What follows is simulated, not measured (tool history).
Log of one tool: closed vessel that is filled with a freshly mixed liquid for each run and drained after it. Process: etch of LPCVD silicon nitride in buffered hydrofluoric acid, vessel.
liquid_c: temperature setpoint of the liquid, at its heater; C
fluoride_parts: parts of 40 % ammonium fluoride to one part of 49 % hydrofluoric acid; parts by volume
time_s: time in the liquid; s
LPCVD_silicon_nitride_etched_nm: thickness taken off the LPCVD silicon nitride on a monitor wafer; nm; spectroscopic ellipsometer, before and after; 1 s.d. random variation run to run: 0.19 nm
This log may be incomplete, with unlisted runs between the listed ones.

run  hour  liquid_c  fluoride_parts  time_s  LPCVD_silicon_nitride_etched_nm
  1     0        22               8     845                           13.957
  2   4.2      23.5               8     845                           15.279
  3   4.9      23.5             6.5     845                           18.497
  4  13.9      23.5             6.5     655                           14.446
  5    18        22             6.5     655                           13.259
  6    23        22             6.5     655                            13.45
  7  28.2      23.5             6.5     655                           14.549

For run 8, what comes out?
  8  31.3      23.5             6.5     655                                ?

Run 8 gave LPCVD_silicon_nitride_etched_nm 14.605 nm.
